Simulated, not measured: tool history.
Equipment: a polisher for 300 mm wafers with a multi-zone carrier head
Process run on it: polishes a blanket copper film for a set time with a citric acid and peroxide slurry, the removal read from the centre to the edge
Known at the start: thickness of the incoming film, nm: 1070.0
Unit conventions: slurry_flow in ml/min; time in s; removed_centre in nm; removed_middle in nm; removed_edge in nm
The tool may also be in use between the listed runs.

run	hour	slurry_flow	centre_zone	middle_zone	edge_zone	slurry_solids	time	removed_centre	removed_middle	removed_edge
1	0	140	1	1	1	1	71	178.55	180.99	190.4
2	7.2	135	0.99	1	0.98	0.95	71	175.97	178.46	184.25
3	13.6	130	0.97	1	0.97	0.9	71	166.76	173.94	184.56
4	15.3	130	0.97	1.03	0.97	0.9	71	168.51	177.54	178.15
5	22.7	130	0.97	1.03	0.97	0.7	71	161.75	177.57	172.79
6	27.1	125	0.96	1.02	0.96	0.7	71	158.6	175.12	167.89
7	33.2	120	0.95	1.01	0.96	0.7	71	152.81	166.59	172.47

Run 8 is up next; what results do you expect?
8	35.2	115	0.95	1.01	0.95	0.7	71	?	?	?

Run 8 produced removed_centre 151.58 nm, removed_middle 168.28 nm, removed_edge 165.53 nm.

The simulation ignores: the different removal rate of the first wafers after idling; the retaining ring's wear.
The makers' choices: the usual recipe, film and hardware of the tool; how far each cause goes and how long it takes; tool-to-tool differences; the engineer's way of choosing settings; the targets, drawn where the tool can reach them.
